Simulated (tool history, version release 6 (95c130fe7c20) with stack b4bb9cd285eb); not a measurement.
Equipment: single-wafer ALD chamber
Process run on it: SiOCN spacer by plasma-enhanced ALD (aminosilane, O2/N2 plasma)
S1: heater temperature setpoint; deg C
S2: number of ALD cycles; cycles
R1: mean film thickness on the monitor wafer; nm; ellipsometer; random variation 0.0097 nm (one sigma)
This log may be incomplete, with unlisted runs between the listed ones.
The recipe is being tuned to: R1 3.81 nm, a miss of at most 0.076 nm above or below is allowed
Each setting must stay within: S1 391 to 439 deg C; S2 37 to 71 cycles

| run | hour | S1 | S2 | R1 |
|---|---|---|---|---|
| 1 | 0 | 415 | 54 | 3.0157 |
| 2 | 7 | 415 | 60 | 3.3584 |
| 3 | 7.8 | 415 | 56 | 3.1222 |
| 4 | 13.5 | 415 | 51 | 2.8319 |
|  | 15.2 | thermocouple changed; heater temperature recalibrated |
| 5 | 15.2 | 411 | 55 | 3.129 |
| 6 | 17 | 406 | 57 | 3.2943 |
| 7 | 23 | 403 | 59 | 3.42 |
| 8 | 25.3 | 401 | 61 | 3.5823 |
| 9 | 30.8 | 399 | 62 | 3.6653 |
| 10 | 35.2 | 398 | 62 | 3.6455 |

5 candidate next runs follow, results not yet known. Just one meets every target within its allowed miss. Identify it.
| A | 39.6 | 400 | 65 | ? |
| B | 39.6 | 391 | 68 | ? |
| C | 39.6 | 400 | 62 | ? |
| D | 39.6 | 425 | 65 | ? |
| E | 39.6 | 402 | 63 | ? |

| move | R1 |
|---|---|
| A | 3.8136 |
| B | 4.0112 |
| C | 3.6375 |
| D | 3.5605 |
| E | 3.6766 |
A: every result lands within tolerance
B: the result that was furthest off in the last run now lies on the other side of its target
C: roughly where the last run was
D: its largest miss is bigger than the last run's
E: better than the last run, though not everything is in spec
Go with A: it meets all targets.
